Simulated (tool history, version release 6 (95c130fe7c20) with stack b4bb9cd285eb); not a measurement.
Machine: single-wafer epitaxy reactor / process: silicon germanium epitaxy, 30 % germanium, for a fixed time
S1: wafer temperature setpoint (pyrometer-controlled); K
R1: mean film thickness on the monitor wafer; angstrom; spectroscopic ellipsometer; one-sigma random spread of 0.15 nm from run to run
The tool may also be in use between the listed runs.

run 1 day=0.000 | S1=868.15 chamber_pressure_(Torr)=14.3 | R1=545.23
run 2 day=0.117 | S1=868.15 chamber_pressure_(Torr)=16.6 | R1=581.40
run 3 day=0.300 | S1=865.15 chamber_pressure_(Torr)=16.5 | R1=547.90
run 4 day=0.638 | S1=863.15 chamber_pressure_(Torr)=16.4 | R1=519.17
run 5 day=1.000 | S1=872.15 chamber_pressure_(Torr)=16.4 | R1=625.06
run 6 day=1.071 | S1=872.15 chamber_pressure_(Torr)=15.2 | R1=610.00
run 7 day=1.312 | S1=869.15 chamber_pressure_(Torr)=15.1 | R1=571.86
run 8 day=1.596 | S1=857.15 chamber_pressure_(Torr)=14.6 | R1=436.04
run 9 day=1.808 | S1=856.15 chamber_pressure_(Torr)=14.6 | R1=428.87
run 10 day=2.138 | S1=856.15 chamber_pressure_(Torr)=14.6 | R1=431.63

Estimate the outcome of run 11 from the log above:
run 11 day=2.417 | S1=855.15 chamber_pressure_(Torr)=14.6 | R1=?

R1: 420.36 angstrom

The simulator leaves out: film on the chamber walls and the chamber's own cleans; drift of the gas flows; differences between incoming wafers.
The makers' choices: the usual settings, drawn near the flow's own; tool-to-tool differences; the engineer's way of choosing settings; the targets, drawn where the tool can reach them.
